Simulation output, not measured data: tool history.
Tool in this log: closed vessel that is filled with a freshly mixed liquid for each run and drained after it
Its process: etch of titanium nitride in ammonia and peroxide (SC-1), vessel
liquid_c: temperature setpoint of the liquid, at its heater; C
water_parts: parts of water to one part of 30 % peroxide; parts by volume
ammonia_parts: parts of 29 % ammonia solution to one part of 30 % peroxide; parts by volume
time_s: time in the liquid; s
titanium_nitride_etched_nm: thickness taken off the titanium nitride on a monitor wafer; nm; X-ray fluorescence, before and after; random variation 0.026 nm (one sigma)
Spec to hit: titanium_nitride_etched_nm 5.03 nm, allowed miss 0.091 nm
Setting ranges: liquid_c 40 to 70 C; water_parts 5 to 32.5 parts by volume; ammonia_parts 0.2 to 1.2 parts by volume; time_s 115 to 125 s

Run 1, hour 0: liquid_c 56 C, water_parts 18 parts by volume, ammonia_parts 0.75 parts by volume, time_s 115 s. Result: titanium_nitride_etched_nm 8.6162 nm.
Run 2, hour 2.1: liquid_c 54 C, water_parts 18 parts by volume, ammonia_parts 0.75 parts by volume, time_s 115 s. Result: titanium_nitride_etched_nm 7.5024 nm.
Run 3, hour 9.7: liquid_c 54 C, water_parts 18 parts by volume, ammonia_parts 0.75 parts by volume, time_s 115 s. Result: titanium_nitride_etched_nm 7.5318 nm.
Run 4, hour 11.2: liquid_c 52.5 C, water_parts 18 parts by volume, ammonia_parts 0.75 parts by volume, time_s 115 s. Result: titanium_nitride_etched_nm 6.739 nm.
Run 5, hour 19.9: liquid_c 51.5 C, water_parts 18 parts by volume, ammonia_parts 0.75 parts by volume, time_s 115 s. Result: titanium_nitride_etched_nm 6.3104 nm.
Run 6, hour 26.5: liquid_c 50.5 C, water_parts 18 parts by volume, ammonia_parts 0.75 parts by volume, time_s 115 s. Result: titanium_nitride_etched_nm 5.8902 nm.
Run 7, hour 34.8: liquid_c 50 C, water_parts 18 parts by volume, ammonia_parts 0.75 parts by volume, time_s 115 s. Result: titanium_nitride_etched_nm 5.6846 nm.
Run 8, hour 38.9: liquid_c 49.5 C, water_parts 18 parts by volume, ammonia_parts 0.75 parts by volume, time_s 115 s. Result: titanium_nitride_etched_nm 5.507 nm.
Run 9, hour 40.2: liquid_c 49 C, water_parts 18 parts by volume, ammonia_parts 0.75 parts by volume, time_s 115 s. Result: titanium_nitride_etched_nm 5.2962 nm.
Run 10, hour 42.8: liquid_c 48.5 C, water_parts 18 parts by volume, ammonia_parts 0.75 parts by volume, time_s 115 s. Result: titanium_nitride_etched_nm 5.1487 nm.

Of the 4 settings listed for the next run, only one would bring every result within its allowed miss of target. Which one?
Run A, hour 45.4: liquid_c 49 C, water_parts 17.5 parts by volume, ammonia_parts 0.45 parts by volume, time_s 125 s. Result: titanium_nitride_etched_nm ?.
Run B, hour 45.4: liquid_c 49.5 C, water_parts 20 parts by volume, ammonia_parts 0.65 parts by volume, time_s 120 s. Result: titanium_nitride_etched_nm ?.
Run C, hour 45.4: liquid_c 42 C, water_parts 7 parts by volume, ammonia_parts 0.9 parts by volume, time_s 115 s. Result: titanium_nitride_etched_nm ?.
Run D, hour 45.4: liquid_c 48 C, water_parts 18 parts by volume, ammonia_parts 0.65 parts by volume, time_s 120 s. Result: titanium_nitride_etched_nm ?.

move  titanium_nitride_etched_nm
   A                      5.3339
   B                      5.2692
   C                      5.3715
   D                      5.0265
A: further off than the last run
B: further off than the last run
C: further off than the last run
D: every result within its allowed miss
Move D is the one to make.

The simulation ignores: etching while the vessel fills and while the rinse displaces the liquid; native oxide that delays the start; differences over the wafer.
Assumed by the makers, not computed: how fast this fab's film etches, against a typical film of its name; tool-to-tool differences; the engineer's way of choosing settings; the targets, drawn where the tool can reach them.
